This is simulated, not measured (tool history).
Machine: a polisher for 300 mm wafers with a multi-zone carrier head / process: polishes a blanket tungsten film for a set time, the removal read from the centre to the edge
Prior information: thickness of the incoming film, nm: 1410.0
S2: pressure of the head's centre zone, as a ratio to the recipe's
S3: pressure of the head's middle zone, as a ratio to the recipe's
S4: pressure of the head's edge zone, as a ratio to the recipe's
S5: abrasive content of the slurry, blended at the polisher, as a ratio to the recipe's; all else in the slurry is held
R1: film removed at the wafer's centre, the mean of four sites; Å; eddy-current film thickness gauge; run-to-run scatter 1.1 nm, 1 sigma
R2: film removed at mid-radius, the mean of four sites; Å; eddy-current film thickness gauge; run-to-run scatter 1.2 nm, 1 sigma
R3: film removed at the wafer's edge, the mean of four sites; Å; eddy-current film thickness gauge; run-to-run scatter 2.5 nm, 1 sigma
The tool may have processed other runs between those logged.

{"run": 1, "hour": 0.0, "flow of slurry (ml/min)": 310, "S2": 1, "S3": 1, "S4": 1, "S5": 1, "polishing time (s)": 81, "R1": 2814.5, "R2": 2826.9, "R3": 2866.1}
{"run": 2, "hour": 3.3, "flow of slurry (ml/min)": 310, "S2": 1, "S3": 1, "S4": 1, "S5": 0.85, "polishing time (s)": 81, "R1": 2747.9, "R2": 2743.5, "R3": 2718.5}
{"run": 3, "hour": 8.1, "flow of slurry (ml/min)": 310, "S2": 1, "S3": 1.06, "S4": 1, "S5": 0.85, "polishing time (s)": 81, "R1": 2770.4, "R2": 2900.3, "R3": 2730.5}
{"run": 4, "hour": 13.7, "flow of slurry (ml/min)": 310, "S2": 1, "S3": 1.06, "S4": 1, "S5": 0.7, "polishing time (s)": 81, "R1": 2667.8, "R2": 2785.7, "R3": 2548}
{"run": 5, "hour": 17.7, "flow of slurry (ml/min)": 310, "S2": 1, "S3": 1.13, "S4": 1, "S5": 0.7, "polishing time (s)": 81, "R1": 2663, "R2": 2945.9, "R3": 2594.1}
{"run": 6, "hour": 19.2, "flow of slurry (ml/min)": 300, "S2": 0.96, "S3": 1.09, "S4": 0.98, "S5": 0.65, "polishing time (s)": 78, "R1": 2430.8, "R2": 2703.6, "R3": 2445.1}
{"run": 7, "hour": 25.9, "flow of slurry (ml/min)": 300, "S2": 0.94, "S3": 1.07, "S4": 0.95, "S5": 0.6, "polishing time (s)": 75, "R1": 2220.9, "R2": 2507.4, "R3": 2275.5}
{"run": 8, "hour": 32.5, "flow of slurry (ml/min)": 300, "S2": 0.92, "S3": 1.05, "S4": 0.92, "S5": 0.6, "polishing time (s)": 73, "R1": 2154.7, "R2": 2400.7, "R3": 2164.3}
{"run": 9, "hour": 40.9, "flow of slurry (ml/min)": 240, "S2": 0.82, "S3": 0.97, "S4": 0.9, "S5": 0.5, "polishing time (s)": 65, "R1": 1572.3, "R2": 1906.4, "R3": 1872}
{"run": 10, "hour": 45.4, "flow of slurry (ml/min)": 330, "S2": 0.86, "S3": 0.98, "S4": 0.87, "S5": 0.5, "polishing time (s)": 64, "R1": 1694.2, "R2": 1934.5, "R3": 1821.1}
{"run": 11, "hour": 50.4, "flow of slurry (ml/min)": 335, "S2": 0.86, "S3": 0.98, "S4": 0.88, "S5": 0.5, "polishing time (s)": 64, "R1": 1698, "R2": 1941.3, "R3": 1862.1}

Run 12, settings as shown, results not yet in. Your forecast:
{"run": 12, "hour": 59.0, "flow of slurry (ml/min)": 340, "S2": 0.86, "S3": 0.99, "S4": 0.88, "S5": 0.5, "polishing time (s)": 64, "R1": "?", "R2": "?", "R3": "?"}

R1: 1689.8 Å
R2: 1956.7 Å
R3: 1832.8 Å
